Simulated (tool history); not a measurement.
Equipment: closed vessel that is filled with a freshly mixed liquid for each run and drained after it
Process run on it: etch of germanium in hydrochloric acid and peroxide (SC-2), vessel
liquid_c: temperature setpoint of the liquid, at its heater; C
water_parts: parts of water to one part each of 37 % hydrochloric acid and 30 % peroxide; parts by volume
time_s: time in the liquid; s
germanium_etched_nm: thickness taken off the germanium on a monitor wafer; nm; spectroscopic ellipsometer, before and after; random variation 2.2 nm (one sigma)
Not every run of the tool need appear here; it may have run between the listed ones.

run,hour,liquid_c,water_parts,time_s,germanium_etched_nm
1,0.0,64.0,5.5,105,475.16
2,5.0,65.0,5.5,105,489.41
3,12.6,66.0,5.5,105,500.96
4,14.5,66.0,5.5,105,501.62
5,18.7,67.0,5.5,105,516.92
6,22.6,67.0,4.0,105,521.03
7,29.4,67.5,4.0,105,528.71
8,32.7,68.0,4.0,105,537.74
9,37.3,68.5,4.0,105,546.57

The next listed run, before its measurement:
10,45.8,69.0,4.0,105,?

germanium_etched_nm: 555.38 nm
